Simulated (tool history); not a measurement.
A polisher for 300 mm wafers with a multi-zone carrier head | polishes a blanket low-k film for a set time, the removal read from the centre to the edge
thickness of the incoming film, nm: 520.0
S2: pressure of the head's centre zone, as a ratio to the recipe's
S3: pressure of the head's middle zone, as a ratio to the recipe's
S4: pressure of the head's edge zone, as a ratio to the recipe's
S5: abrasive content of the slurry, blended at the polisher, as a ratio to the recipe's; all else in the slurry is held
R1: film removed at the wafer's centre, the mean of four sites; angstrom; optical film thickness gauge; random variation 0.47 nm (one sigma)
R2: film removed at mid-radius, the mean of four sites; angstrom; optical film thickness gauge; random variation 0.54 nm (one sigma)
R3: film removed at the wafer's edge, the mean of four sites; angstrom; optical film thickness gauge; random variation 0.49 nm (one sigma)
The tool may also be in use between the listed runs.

Run 1, hour 0.0: flow of slurry (ml/min) 140, S2 1.00, S3 1.00, S4 1.00, S5 1.00, polishing time (s) 77. Result: R1 391.14 angstrom, R2 407.66 angstrom, R3 393.20 angstrom.
Run 2, hour 6.8: flow of slurry (ml/min) 140, S2 1.00, S3 1.00, S4 1.00, S5 1.00, polishing time (s) 62. Result: R1 319.63 angstrom, R2 328.05 angstrom, R3 319.80 angstrom.
Run 3, hour 13.8: flow of slurry (ml/min) 140, S2 1.00, S3 1.00, S4 0.97, S5 1.00, polishing time (s) 62. Result: R1 318.66 angstrom, R2 328.22 angstrom, R3 316.67 angstrom.
Run 4, hour 15.9: flow of slurry (ml/min) 150, S2 1.03, S3 1.02, S4 0.99, S5 1.10, polishing time (s) 62. Result: R1 346.89 angstrom, R2 348.03 angstrom, R3 338.53 angstrom.
Run 5, hour 17.1: flow of slurry (ml/min) 150, S2 1.03, S3 0.94, S4 0.99, S5 1.10, polishing time (s) 62. Result: R1 346.94 angstrom, R2 328.35 angstrom, R3 333.58 angstrom.
Run 6, hour 22.7: flow of slurry (ml/min) 150, S2 1.03, S3 0.94, S4 0.99, S5 0.90, polishing time (s) 62. Result: R1 309.01 angstrom, R2 300.39 angstrom, R3 309.61 angstrom.
Run 7, hour 31.3: flow of slurry (ml/min) 190, S2 1.13, S3 1.04, S4 1.09, S5 1.15, polishing time (s) 65. Result: R1 428.57 angstrom, R2 393.36 angstrom, R3 383.02 angstrom.

Run 8 comes next. What will it give?
Run 8, hour 34.0: flow of slurry (ml/min) 195, S2 1.14, S3 1.06, S4 1.09, S5 1.20, polishing time (s) 65. Result: R1 ?, R2 ?, R3 ?.

Run 8 gave R1 438.63 angstrom, R2 412.21 angstrom, R3 402.79 angstrom.
